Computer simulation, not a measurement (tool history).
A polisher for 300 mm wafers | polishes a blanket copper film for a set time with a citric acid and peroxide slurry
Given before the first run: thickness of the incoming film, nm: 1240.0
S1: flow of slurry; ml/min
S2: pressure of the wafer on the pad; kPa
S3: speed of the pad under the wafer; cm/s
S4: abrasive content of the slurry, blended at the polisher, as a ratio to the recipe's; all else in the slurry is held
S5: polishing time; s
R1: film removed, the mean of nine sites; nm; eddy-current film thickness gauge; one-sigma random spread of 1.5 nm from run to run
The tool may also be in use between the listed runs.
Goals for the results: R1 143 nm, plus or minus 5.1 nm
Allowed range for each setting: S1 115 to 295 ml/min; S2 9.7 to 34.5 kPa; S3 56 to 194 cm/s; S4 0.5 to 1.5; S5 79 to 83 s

| run | day | S1 | S2 | S3 | S4 | S5 | R1 |
|---|---|---|---|---|---|---|---|
| 1 | 0 | 190 | 22.1 | 124 | 1 | 79 | 175.36 |
| 2 | 0.071 | 190 | 22.1 | 124 | 1 | 79 | 177.12 |
| 3 | 0.433 | 190 | 21.4 | 124 | 1 | 79 | 171.73 |
| 4 | 0.738 | 190 | 20.7 | 124 | 1 | 79 | 166.38 |
| 5 | 0.788 | 165 | 20.7 | 124 | 1 | 79 | 159.62 |
| 6 | 1.138 | 160 | 20.7 | 124 | 1 | 79 | 160.29 |
|  | 1.171 | head pressure recalibrated |
| 7 | 1.171 | 155 | 20 | 124 | 1 | 79 | 167.43 |
| 8 | 1.35 | 155 | 19.3 | 124 | 1 | 79 | 163.25 |

Pick the move, out of 5, that brings all results within their allowed miss; only one does.
| A | 1.529 | 130 | 19.3 | 100 | 1.3 | 80 | ? |
| B | 1.529 | 195 | 17.2 | 108 | 0.85 | 79 | ? |
| C | 1.529 | 120 | 18.6 | 132 | 0.95 | 79 | ? |
| D | 1.529 | 165 | 16.5 | 124 | 0.8 | 79 | ? |
| E | 1.529 | 160 | 15.9 | 120 | 1 | 79 | ? |

| move | R1 |
|---|---|
| A | 142.49 |
| B | 128.11 |
| C | 153.1 |
| D | 131.88 |
| E | 131.12 |
A: all results land within tolerance of their targets
B: pushes the last run's worst result past its target
C: nearer the targets than the last run, but a result is still out of spec
D: pushes the last run's worst result past its target
E: pushes the last run's worst result past its target
Go with A: it meets all targets.
